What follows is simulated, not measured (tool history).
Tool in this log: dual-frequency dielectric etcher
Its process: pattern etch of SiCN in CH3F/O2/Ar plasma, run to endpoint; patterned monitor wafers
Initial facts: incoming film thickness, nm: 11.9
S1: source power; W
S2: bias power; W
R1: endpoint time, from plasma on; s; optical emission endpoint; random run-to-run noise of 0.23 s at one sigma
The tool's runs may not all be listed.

run    day   S1  S2      R1
  1  0.000  460  77  30.361
  2  0.171  460  71  30.299
  3  0.446  460  84  29.142
  4  0.746  460  78  30.034
  5  0.871  520  78  28.903
  6  1.033  540  81  27.685
  7  1.350  550  82  27.287

Run 8 comes next. What will it give?
  8  1.700  560  83   ?

Run 8 produced R1 27.151 s.

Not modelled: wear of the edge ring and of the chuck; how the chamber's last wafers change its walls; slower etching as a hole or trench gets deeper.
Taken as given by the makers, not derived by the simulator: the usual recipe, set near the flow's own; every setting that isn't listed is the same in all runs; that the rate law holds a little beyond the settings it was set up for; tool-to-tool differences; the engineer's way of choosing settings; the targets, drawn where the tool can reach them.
